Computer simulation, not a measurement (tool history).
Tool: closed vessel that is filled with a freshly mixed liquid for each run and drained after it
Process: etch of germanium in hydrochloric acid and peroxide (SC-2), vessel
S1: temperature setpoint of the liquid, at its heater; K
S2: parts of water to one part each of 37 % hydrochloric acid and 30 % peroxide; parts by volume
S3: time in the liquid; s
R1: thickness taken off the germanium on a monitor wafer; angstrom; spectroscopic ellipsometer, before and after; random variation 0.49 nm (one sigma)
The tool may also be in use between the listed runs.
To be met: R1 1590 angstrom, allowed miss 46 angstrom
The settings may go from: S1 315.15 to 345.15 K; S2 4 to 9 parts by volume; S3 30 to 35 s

run  hour      S1  S2  S3      R1
  1     0  331.15   5  35  1308.4
  2   6.5  332.15   5  35  1349.7
  3  10.3  333.15   5  35  1394.8
  4    17  333.15   5  30  1200.2
  5  21.4  335.15   5  30  1271.6
  6  25.7  336.65   5  30  1326.5
  7  29.5  338.15   5  30  1384.4
  8  33.9  339.15   5  30  1429.8
  9  41.8  339.65   5  30  1450.6
 10  50.9  340.15   5  30  1471.2
 11    57  340.65   5  30  1489.1

Which of these 4 next moves meets every target?
  A  63.1  341.15   5  30   ?
  B  63.1  342.65   5  30   ?
  C  63.1  341.15   6  30   ?
  D  63.1  334.65   4  35   ?

move      R1
   A  1517.9
   B  1584.3
   C  1504.8
   D  1472.2
A: nearer than the last run, and not there yet
B: meets every target
C: nearer than the last run, and not there yet
D: further off than the last run
Answer: B
